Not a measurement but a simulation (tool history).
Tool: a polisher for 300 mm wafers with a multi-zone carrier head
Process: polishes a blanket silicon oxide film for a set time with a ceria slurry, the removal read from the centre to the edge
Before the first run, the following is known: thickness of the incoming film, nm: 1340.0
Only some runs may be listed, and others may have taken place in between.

| run | hour | flow of slurry (ml/min) | pressure of the head's centre zone | pressure of the head's middle zone | pressure of the head's edge zone | polishing time (s) | film removed at the wafer's centre (angstrom) | film removed at mid-radius (angstrom) | film removed at the wafer's edge (angstrom) |
|---|---|---|---|---|---|---|---|---|---|
| 1 | 0.0 | 250 | 1.00 | 1.00 | 1.00 | 84 | 3432.8 | 3290.0 | 3404.6 |
| 2 | 6.2 | 220 | 1.00 | 1.00 | 1.00 | 84 | 3352.9 | 3242.1 | 3332.7 |
| 3 | 13.5 | 175 | 1.00 | 1.00 | 1.00 | 84 | 3278.6 | 3224.2 | 3300.3 |
| 4 | 22.3 | 150 | 1.00 | 1.00 | 1.00 | 84 | 3232.2 | 3155.0 | 3250.7 |
| 5 | 27.3 | 150 | 1.00 | 1.00 | 0.94 | 84 | 3267.2 | 3146.1 | 3142.2 |
| 6 | 29.1 | 190 | 1.03 | 0.98 | 1.01 | 85 | 3458.3 | 3188.1 | 3398.8 |

The next listed run, before its measurement:
| 7 | 34.9 | 225 | 1.05 | 0.98 | 1.05 | 85 | ? | ? | ? |

Run 7 measured film removed at the wafer's centre (angstrom) 3593.2, film removed at mid-radius (angstrom) 3239.6, film removed at the wafer's edge (angstrom) 3481.6.
